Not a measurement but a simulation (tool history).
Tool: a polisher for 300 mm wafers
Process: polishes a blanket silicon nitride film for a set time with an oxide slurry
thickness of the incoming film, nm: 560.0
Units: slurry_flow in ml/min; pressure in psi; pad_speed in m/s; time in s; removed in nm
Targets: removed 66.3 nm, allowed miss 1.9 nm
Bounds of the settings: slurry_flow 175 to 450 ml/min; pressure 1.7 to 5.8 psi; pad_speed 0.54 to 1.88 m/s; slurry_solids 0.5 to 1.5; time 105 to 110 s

Run 1, day 0: slurry_flow 290 ml/min, pressure 3.7 psi, pad_speed 1.2 m/s, slurry_solids 1, time 105 s. Result: removed 84.225 nm.
Run 2, day 0.112: slurry_flow 290 ml/min, pressure 3.6 psi, pad_speed 1.2 m/s, slurry_solids 1, time 105 s. Result: removed 83.242 nm.
Run 3, day 0.167: slurry_flow 290 ml/min, pressure 3.6 psi, pad_speed 1.2 m/s, slurry_solids 1, time 105 s. Result: removed 83.071 nm.
Run 4, day 0.204: slurry_flow 290 ml/min, pressure 3.6 psi, pad_speed 1.2 m/s, slurry_solids 1, time 110 s. Result: removed 87.236 nm.
Run 5, day 0.338: slurry_flow 290 ml/min, pressure 3.5 psi, pad_speed 1.2 m/s, slurry_solids 1, time 110 s. Result: removed 85.356 nm.
Run 6, day 0.375: slurry_flow 290 ml/min, pressure 3.4 psi, pad_speed 1.2 m/s, slurry_solids 1, time 110 s. Result: removed 84.035 nm.
At day 0.742: slurry nozzle cleaned.
Run 7, day 0.742: slurry_flow 290 ml/min, pressure 3.4 psi, pad_speed 1.2 m/s, slurry_solids 1, time 110 s. Result: removed 84.892 nm.
Run 8, day 1.025: slurry_flow 290 ml/min, pressure 3.3 psi, pad_speed 1.2 m/s, slurry_solids 1, time 110 s. Result: removed 81.926 nm.
Run 9, day 1.35: slurry_flow 290 ml/min, pressure 3.2 psi, pad_speed 1.2 m/s, slurry_solids 1, time 110 s. Result: removed 79.115 nm.

Which of these 5 next moves meets every target?
Run A, day 1.675: slurry_flow 180 ml/min, pressure 4.3 psi, pad_speed 1.18 m/s, slurry_solids 1.05, time 110 s. Result: removed ?.
Run B, day 1.675: slurry_flow 375 ml/min, pressure 3.4 psi, pad_speed 1.14 m/s, slurry_solids 1.1, time 105 s. Result: removed ?.
Run C, day 1.675: slurry_flow 335 ml/min, pressure 2.8 psi, pad_speed 1.14 m/s, slurry_solids 1.05, time 105 s. Result: removed ?.
Run D, day 1.675: slurry_flow 250 ml/min, pressure 3.2 psi, pad_speed 0.98 m/s, slurry_solids 0.85, time 105 s. Result: removed ?.
Run E, day 1.675: slurry_flow 315 ml/min, pressure 4.1 psi, pad_speed 1.22 m/s, slurry_solids 0.95, time 110 s. Result: removed ?.

move  removed
   A   103.84
   B   82.699
   C   66.883
   D   61.462
   E   101.85
A: further off than the last run
B: further off than the last run
C: meets every target
D: takes the result that was furthest off past its target
E: further off than the last run
The right move is C.

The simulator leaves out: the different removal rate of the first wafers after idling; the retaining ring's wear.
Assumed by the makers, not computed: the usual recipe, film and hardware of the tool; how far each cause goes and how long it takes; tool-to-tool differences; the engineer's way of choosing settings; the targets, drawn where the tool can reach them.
